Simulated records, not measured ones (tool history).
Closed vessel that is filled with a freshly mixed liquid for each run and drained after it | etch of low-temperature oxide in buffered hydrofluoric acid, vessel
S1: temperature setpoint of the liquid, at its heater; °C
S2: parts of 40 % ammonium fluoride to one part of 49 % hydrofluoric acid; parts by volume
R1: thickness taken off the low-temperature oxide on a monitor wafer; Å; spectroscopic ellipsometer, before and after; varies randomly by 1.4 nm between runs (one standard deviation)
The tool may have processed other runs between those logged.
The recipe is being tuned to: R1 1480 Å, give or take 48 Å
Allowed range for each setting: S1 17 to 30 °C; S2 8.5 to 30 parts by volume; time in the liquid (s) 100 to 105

{"run": 1, "day": 0.0, "S1": 22, "S2": 23.5, "time in the liquid (s)": 100, "R1": 2018.9}
{"run": 2, "day": 0.283, "S1": 21.5, "S2": 23.5, "time in the liquid (s)": 100, "R1": 1992.7}
{"run": 3, "day": 0.567, "S1": 21, "S2": 24, "time in the liquid (s)": 100, "R1": 1878.1}
{"run": 4, "day": 0.738, "S1": 23.5, "S2": 24, "time in the liquid (s)": 100, "R1": 2206.9}
{"run": 5, "day": 0.921, "S1": 22.5, "S2": 24, "time in the liquid (s)": 100, "R1": 2043}
{"run": 6, "day": 1.142, "S1": 22.5, "S2": 28.5, "time in the liquid (s)": 100, "R1": 1795.7}
{"run": 7, "day": 1.258, "S1": 22, "S2": 28.5, "time in the liquid (s)": 100, "R1": 1768.4}
{"run": 8, "day": 1.546, "S1": 18, "S2": 29, "time in the liquid (s)": 100, "R1": 1377.9}
{"run": 9, "day": 1.758, "S1": 18.5, "S2": 29, "time in the liquid (s)": 100, "R1": 1442.4}

Which single option among these 4 for the next run brings every result within its allowed miss of target? Just one does.
{"run": "A", "day": 1.971, "S1": 18, "S2": 28.5, "time in the liquid (s)": 100, "R1": "?"}
{"run": "B", "day": 1.971, "S1": 17, "S2": 29.5, "time in the liquid (s)": 105, "R1": "?"}
{"run": "C", "day": 1.971, "S1": 19.5, "S2": 30, "time in the liquid (s)": 100, "R1": "?"}
{"run": "D", "day": 1.971, "S1": 18, "S2": 30, "time in the liquid (s)": 100, "R1": "?"}

move=A R1=1403.1
move=B R1=1358.4
move=C R1=1474.6
move=D R1=1354.1
A: misses by more than the last run did
B: misses by more than the last run did
C: every result lands within tolerance
D: misses by more than the last run did
C meets every target.

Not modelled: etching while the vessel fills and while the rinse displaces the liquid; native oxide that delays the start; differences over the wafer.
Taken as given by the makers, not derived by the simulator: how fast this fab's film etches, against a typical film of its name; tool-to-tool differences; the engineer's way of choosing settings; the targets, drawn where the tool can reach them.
